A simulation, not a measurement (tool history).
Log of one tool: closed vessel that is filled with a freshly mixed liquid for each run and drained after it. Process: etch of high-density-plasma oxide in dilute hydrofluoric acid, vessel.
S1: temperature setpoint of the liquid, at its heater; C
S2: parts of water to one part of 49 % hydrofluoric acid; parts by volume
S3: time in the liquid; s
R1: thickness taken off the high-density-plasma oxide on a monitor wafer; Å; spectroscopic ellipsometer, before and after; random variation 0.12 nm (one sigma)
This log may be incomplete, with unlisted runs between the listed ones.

| run | hour | S1 | S2 | S3 | R1 |
|---|---|---|---|---|---|
| 1 | 0 | 26 | 170 | 330 | 115.21 |
| 2 | 5.6 | 27.5 | 155 | 330 | 136.41 |
| 3 | 7.8 | 28.5 | 145 | 330 | 152.79 |
| 4 | 9.6 | 28.5 | 85 | 330 | 283.87 |
| 5 | 13.7 | 28.5 | 125 | 330 | 183.3 |
| 6 | 18.2 | 28.5 | 170 | 330 | 126.63 |
| 7 | 26.5 | 29.5 | 160 | 330 | 141.75 |
| 8 | 34.6 | 30.5 | 150 | 330 | 157.99 |
| 9 | 40.9 | 34 | 90 | 330 | 325.86 |
| 10 | 48.7 | 34 | 90 | 330 | 324.2 |
| 11 | 56.9 | 33 | 90 | 330 | 317.85 |
| 12 | 61.4 | 32 | 90 | 330 | 303.04 |

Expected results for the next run?
| 13 | 67 | 28 | 90 | 330 | ? |

Run 13 measured R1 260.16 Å.
